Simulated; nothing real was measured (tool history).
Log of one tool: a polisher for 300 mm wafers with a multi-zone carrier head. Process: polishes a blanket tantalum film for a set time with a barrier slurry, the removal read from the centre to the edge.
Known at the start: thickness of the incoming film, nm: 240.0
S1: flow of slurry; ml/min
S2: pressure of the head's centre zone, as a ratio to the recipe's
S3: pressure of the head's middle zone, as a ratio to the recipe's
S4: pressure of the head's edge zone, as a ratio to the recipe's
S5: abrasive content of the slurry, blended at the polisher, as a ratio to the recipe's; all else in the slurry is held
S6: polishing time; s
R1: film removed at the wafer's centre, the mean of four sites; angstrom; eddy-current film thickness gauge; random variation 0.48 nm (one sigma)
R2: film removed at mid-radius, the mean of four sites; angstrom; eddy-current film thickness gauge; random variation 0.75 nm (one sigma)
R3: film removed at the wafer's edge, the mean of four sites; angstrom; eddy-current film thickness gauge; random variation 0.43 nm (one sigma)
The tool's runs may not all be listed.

run	hour	S1	S2	S3	S4	S5	S6	R1	R2	R3
1	0	240	1	1	1	1	37	878.86	798.05	818.17
2	1.7	240	1.05	1	1	1	37	918.83	799.63	819.48
3	9.9	265	1.05	1	1	1	37	927.52	830.68	835.71
4	18.9	265	1.05	1	0.95	1	37	927.38	835.07	809.26
5	23.7	265	1.05	1	0.95	1	42	1067.5	925.26	905.82
6	31.7	265	1.13	1	0.95	1	42	1128.8	946.06	903.63
# hour 37.3: centre zone pressure recalibrated
7	37.3	255	1.06	1	0.93	0.85	39	886.55	833.88	803.61
8	44	255	1.06	1	0.93	0.85	39	890.18	832.92	807.16
9	50.4	245	1.07	0.98	0.91	0.75	37	815.12	765.42	732.65
10	57.4	235	1.05	0.96	0.89	0.7	36	776.43	734.17	707.06

Run 11 comes next. What will it give?
11	58.4	230	1.04	0.95	0.89	0.65	34	?	?	?

R1: 706.61 angstrom
R2: 663.45 angstrom
R3: 658.34 angstrom
